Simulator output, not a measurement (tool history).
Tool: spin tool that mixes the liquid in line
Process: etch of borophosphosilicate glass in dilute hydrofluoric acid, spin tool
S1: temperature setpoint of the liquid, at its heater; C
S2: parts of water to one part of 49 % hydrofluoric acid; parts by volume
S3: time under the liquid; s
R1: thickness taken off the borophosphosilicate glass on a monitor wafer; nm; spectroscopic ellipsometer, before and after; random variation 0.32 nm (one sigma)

run  hour    S1  S2  S3      R1
  1     0    25  95  75  54.436
  2   4.3  25.5  95  75  56.052
  3   8.4  25.5  65  75  84.816
  4  12.5  25.5  45  75  126.01
  5  13.5  23.5  50  75  103.83
  6  17.5  23.5  50  75  102.18
  7  24.1    22  55  75  86.919
  8  29.9    21  55  75  83.755
  9  33.9    20  60  75  73.463
 10  35.2  19.5  60  75  72.689
 11  37.2    19  60  75  70.397
 12  39.6  18.5  60  75  69.364
 13    45    18  60  75  67.821
 14  52.8    18  60  75  67.159

Run 15 comes next. What will it give?
 15  57.2  17.5  65  75   ?

{"run 15": {"R1": 61.146}}

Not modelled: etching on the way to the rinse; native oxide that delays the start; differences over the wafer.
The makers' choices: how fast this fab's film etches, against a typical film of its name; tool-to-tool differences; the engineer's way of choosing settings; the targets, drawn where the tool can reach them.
